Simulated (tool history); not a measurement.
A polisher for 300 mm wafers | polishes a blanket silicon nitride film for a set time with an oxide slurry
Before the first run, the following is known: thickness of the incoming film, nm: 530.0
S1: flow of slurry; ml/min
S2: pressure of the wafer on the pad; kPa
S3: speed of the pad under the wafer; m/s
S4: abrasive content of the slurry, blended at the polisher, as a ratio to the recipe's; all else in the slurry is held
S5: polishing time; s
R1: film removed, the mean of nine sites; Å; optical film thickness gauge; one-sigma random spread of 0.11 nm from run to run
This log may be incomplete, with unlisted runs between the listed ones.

run	hour	S1	S2	S3	S4	S5	R1
1	0.0	125	30.3	1.02	1.00	29	230.73
2	4.1	125	30.3	1.02	1.00	29	233.66
3	9.9	120	26.9	1.02	1.00	29	205.77
4	16.0	115	24.1	1.02	1.00	29	182.46
5	22.5	115	24.1	1.02	1.15	29	196.80
6	23.1	115	24.1	1.10	1.15	29	208.53
7	26.7	90	15.9	0.98	1.15	29	121.62
8	34.2	95	15.9	0.98	1.15	29	122.55

Run 9 is up next; what results do you expect?
9	36.9	100	15.9	0.98	1.15	29	?

Run 9 measured R1 124.92 Å.
